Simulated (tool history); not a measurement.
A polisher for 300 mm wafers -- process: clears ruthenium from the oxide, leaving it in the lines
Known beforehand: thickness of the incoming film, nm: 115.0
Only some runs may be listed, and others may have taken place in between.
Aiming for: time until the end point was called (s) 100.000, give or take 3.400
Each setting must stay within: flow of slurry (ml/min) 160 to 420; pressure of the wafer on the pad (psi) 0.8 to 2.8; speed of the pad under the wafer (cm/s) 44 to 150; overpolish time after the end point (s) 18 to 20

| run | day | flow of slurry (ml/min) | pressure of the wafer on the pad (psi) | speed of the pad under the wafer (cm/s) | overpolish time after the end point (s) | time until the end point was called (s) |
|---|---|---|---|---|---|---|
| 1 | 0.000 | 270 | 1.8 | 96 | 18 | 163.390 |
| 2 | 0.062 | 270 | 2.2 | 96 | 18 | 131.420 |
| 3 | 0.333 | 270 | 2.4 | 96 | 18 | 120.770 |
| 4 | 0.450 | 270 | 2.1 | 96 | 18 | 138.550 |
| 5 | 0.600 | 270 | 2.1 | 96 | 18 | 141.370 |
| 6 | 0.962 | 270 | 1.9 | 96 | 18 | 154.640 |
| 7 | 1.229 | 270 | 2.2 | 96 | 18 | 131.220 |
| 8 | 1.533 | 270 | 2.4 | 96 | 18 | 121.740 |
| 9 | 1.646 | 270 | 2.5 | 96 | 18 | 117.410 |
| 10 | 1.792 | 270 | 2.6 | 96 | 18 | 112.070 |
| 11 | 2.125 | 270 | 2.7 | 96 | 18 | 110.350 |
| 12 | 2.212 | 270 | 2.7 | 98 | 18 | 107.130 |
| 13 | 2.300 | 270 | 2.7 | 100 | 18 | 103.480 |

Which single option among these 4 for the next run brings every result within its allowed miss of target? Just one does.
| A | 2.388 | 305 | 2.8 | 100 | 18 | ? |
| B | 2.388 | 290 | 2.7 | 98 | 20 | ? |
| C | 2.388 | 285 | 2.8 | 92 | 18 | ? |
| D | 2.388 | 315 | 2.6 | 100 | 18 | ? |

| move | time until the end point was called (s) |
|---|---|
| A | 99.401 |
| B | 105.480 |
| C | 108.340 |
| D | 106.610 |
A: each result inside its tolerance
B: the biggest miss grows against the last run
C: the biggest miss grows against the last run
D: the biggest miss grows against the last run
Correct choice: A, which meets every target
